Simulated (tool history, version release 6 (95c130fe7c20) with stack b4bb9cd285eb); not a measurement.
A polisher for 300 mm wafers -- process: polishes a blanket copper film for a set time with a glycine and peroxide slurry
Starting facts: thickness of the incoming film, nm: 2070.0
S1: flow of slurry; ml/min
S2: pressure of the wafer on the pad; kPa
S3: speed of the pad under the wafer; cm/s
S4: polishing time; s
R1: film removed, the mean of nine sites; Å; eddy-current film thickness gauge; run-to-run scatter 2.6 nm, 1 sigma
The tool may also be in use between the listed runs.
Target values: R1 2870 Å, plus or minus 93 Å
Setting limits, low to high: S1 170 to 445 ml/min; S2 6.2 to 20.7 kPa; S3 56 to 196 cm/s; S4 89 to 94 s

run    day   S1    S2   S3  S4      R1
  1      0  285  13.1  126  89  3504.9
  2  0.296  285  11.7  126  89  3199.7
  3  0.642  355  11.7  126  89  3312.7
  4   0.95  355  11.7  126  94  3507.7
  5  1.312  355    11  126  94  3336.6
  6  1.454  355  10.3  126  94    3223
  7  1.696  355   9.7  126  94  3056.3
  8    1.8  350   8.3  126  94  2654.4
  9  2.129  350   8.3  126  94  2679.4
 10   2.25  360   8.3  126  94  2683.2
 11  2.629  365   8.3  126  94  2656.1
 12      3  365   9.7  126  94  3029.8

5 candidate next runs follow, results not yet known. Just one meets every target within its allowed miss. Identify it.
  A  3.371  445  10.3  120  92   ?
  B  3.371  355   8.3  136  89   ?
  C  3.371  440    11  110  94   ?
  D  3.371  365     9  124  94   ?
  E  3.371  420   9.7  130  94   ?

move      R1
   A  3144.8
   B    2677
   C  3235.3
   D  2877.7
   E  3154.2
A: lands further from the targets than the last run did
B: the result that was furthest off in the last run now lies on the other side of its target
C: lands further from the targets than the last run did
D: meets every target
E: lands further from the targets than the last run did
Move D is the one to make.

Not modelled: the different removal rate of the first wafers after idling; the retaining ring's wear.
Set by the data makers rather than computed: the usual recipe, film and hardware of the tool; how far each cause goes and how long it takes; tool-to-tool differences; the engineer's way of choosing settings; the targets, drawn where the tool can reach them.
